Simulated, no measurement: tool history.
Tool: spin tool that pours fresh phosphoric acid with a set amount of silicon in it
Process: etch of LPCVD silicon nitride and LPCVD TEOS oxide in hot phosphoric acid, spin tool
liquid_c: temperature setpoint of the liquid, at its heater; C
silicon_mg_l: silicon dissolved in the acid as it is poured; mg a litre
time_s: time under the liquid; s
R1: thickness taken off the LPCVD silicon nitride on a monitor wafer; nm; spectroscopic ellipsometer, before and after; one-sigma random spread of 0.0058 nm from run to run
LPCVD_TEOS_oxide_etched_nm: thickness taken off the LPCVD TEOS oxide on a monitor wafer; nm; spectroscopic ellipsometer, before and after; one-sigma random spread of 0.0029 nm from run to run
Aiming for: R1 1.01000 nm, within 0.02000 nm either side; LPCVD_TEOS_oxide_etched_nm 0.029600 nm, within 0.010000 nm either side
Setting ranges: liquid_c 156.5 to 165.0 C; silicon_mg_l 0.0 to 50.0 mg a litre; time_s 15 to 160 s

run 1 hour=0.0 | liquid_c=160.0 silicon_mg_l=23.0 time_s=80 | R1=5.71650 LPCVD_TEOS_oxide_etched_nm=0.250160
run 2 hour=1.1 | liquid_c=159.5 silicon_mg_l=28.5 time_s=65 | R1=4.55050 LPCVD_TEOS_oxide_etched_nm=0.189180
run 3 hour=8.5 | liquid_c=159.5 silicon_mg_l=23.5 time_s=65 | R1=4.56920 LPCVD_TEOS_oxide_etched_nm=0.236520
run 4 hour=14.9 | liquid_c=159.0 silicon_mg_l=29.0 time_s=55 | R1=3.82520 LPCVD_TEOS_oxide_etched_nm=0.148730
-- hour=22.8 heated supply line repaired
run 5 hour=22.8 | liquid_c=158.5 silicon_mg_l=33.0 time_s=45 | R1=3.22760 LPCVD_TEOS_oxide_etched_nm=0.113910
run 6 hour=24.5 | liquid_c=158.0 silicon_mg_l=36.5 time_s=40 | R1=2.83860 LPCVD_TEOS_oxide_etched_nm=0.080701
run 7 hour=31.0 | liquid_c=157.5 silicon_mg_l=39.0 time_s=35 | R1=2.43280 LPCVD_TEOS_oxide_etched_nm=0.057694
run 8 hour=38.5 | liquid_c=156.5 silicon_mg_l=50.0 time_s=15 | R1=0.99618 LPCVD_TEOS_oxide_etched_nm=0.013214
run 9 hour=46.2 | liquid_c=156.5 silicon_mg_l=49.5 time_s=15 | R1=0.99752 LPCVD_TEOS_oxide_etched_nm=0.015644

Of the 4 settings listed for the next run, only one would bring every result within its allowed miss of target. Which one?
run A hour=53.9 | liquid_c=158.5 silicon_mg_l=12.5 time_s=15 | R1=? LPCVD_TEOS_oxide_etched_nm=?
run B hour=53.9 | liquid_c=156.5 silicon_mg_l=33.0 time_s=15 | R1=? LPCVD_TEOS_oxide_etched_nm=?
run C hour=53.9 | liquid_c=158.0 silicon_mg_l=7.5 time_s=15 | R1=? LPCVD_TEOS_oxide_etched_nm=?
run D hour=53.9 | liquid_c=156.5 silicon_mg_l=46.5 time_s=15 | R1=? LPCVD_TEOS_oxide_etched_nm=?

move=A R1=1.07920 LPCVD_TEOS_oxide_etched_nm=0.077182
move=B R1=1.00830 LPCVD_TEOS_oxide_etched_nm=0.034391
move=C R1=1.06100 LPCVD_TEOS_oxide_etched_nm=0.083100
move=D R1=1.00830 LPCVD_TEOS_oxide_etched_nm=0.016336
A: pushes the last run's worst result past its target
B: every result lands within tolerance
C: pushes the last run's worst result past its target
D: neither nearer nor further off than the last run
Go with B: it meets all targets.
